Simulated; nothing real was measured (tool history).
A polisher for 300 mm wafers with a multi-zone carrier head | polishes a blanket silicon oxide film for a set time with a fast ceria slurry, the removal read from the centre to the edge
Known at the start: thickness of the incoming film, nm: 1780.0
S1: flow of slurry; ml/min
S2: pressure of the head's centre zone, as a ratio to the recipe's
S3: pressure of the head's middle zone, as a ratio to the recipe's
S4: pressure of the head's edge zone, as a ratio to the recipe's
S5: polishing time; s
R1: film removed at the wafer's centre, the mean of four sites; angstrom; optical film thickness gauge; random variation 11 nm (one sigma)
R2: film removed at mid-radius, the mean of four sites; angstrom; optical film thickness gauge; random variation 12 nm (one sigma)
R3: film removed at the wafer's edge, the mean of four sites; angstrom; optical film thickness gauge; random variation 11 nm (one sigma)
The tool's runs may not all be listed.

Run 1, hour 0.0: S1 300 ml/min, S2 1.00, S3 1.00, S4 1.00, S5 34 s. Result: R1 6273.1 angstrom, R2 6106.8 angstrom, R3 6535.6 angstrom.
Run 2, hour 7.1: S1 300 ml/min, S2 1.00, S3 0.91, S4 1.00, S5 34 s. Result: R1 6240.9 angstrom, R2 5820.4 angstrom, R3 6632.1 angstrom.
Run 3, hour 11.5: S1 235 ml/min, S2 1.00, S3 0.91, S4 1.00, S5 34 s. Result: R1 6029.6 angstrom, R2 5526.5 angstrom, R3 6351.3 angstrom.
Run 4, hour 15.9: S1 260 ml/min, S2 1.02, S3 0.91, S4 1.03, S5 36 s. Result: R1 6704.8 angstrom, R2 6009.5 angstrom, R3 6695.3 angstrom.
Run 5, hour 20.8: S1 285 ml/min, S2 1.01, S3 0.89, S4 1.02, S5 38 s. Result: R1 6975.6 angstrom, R2 6389.8 angstrom, R3 7189.4 angstrom.
Run 6, hour 28.2: S1 295 ml/min, S2 1.01, S3 0.87, S4 1.06, S5 40 s. Result: R1 7461.4 angstrom, R2 6713.1 angstrom, R3 7837.9 angstrom.
Run 7, hour 34.8: S1 315 ml/min, S2 1.02, S3 0.86, S4 1.08, S5 41 s. Result: R1 7640.4 angstrom, R2 6953.7 angstrom, R3 8198.0 angstrom.
Run 8, hour 42.2: S1 330 ml/min, S2 1.03, S3 0.85, S4 1.09, S5 42 s. Result: R1 7931.3 angstrom, R2 6599.7 angstrom, R3 8383.3 angstrom.
Run 9, hour 49.4: S1 330 ml/min, S2 1.03, S3 0.86, S4 1.09, S5 43 s. Result: R1 8240.8 angstrom, R2 7077.8 angstrom, R3 8651.4 angstrom.
Run 10, hour 58.3: S1 335 ml/min, S2 1.03, S3 0.87, S4 1.10, S5 44 s. Result: R1 8477.7 angstrom, R2 7236.2 angstrom, R3 8946.3 angstrom.

Forecast run 11:
Run 11, hour 66.4: S1 335 ml/min, S2 1.03, S3 0.88, S4 1.10, S5 44 s. Result: R1 ?, R2 ?, R3 ?.

R1: 8496.0 angstrom
R2: 7254.1 angstrom
R3: 8908.1 angstrom
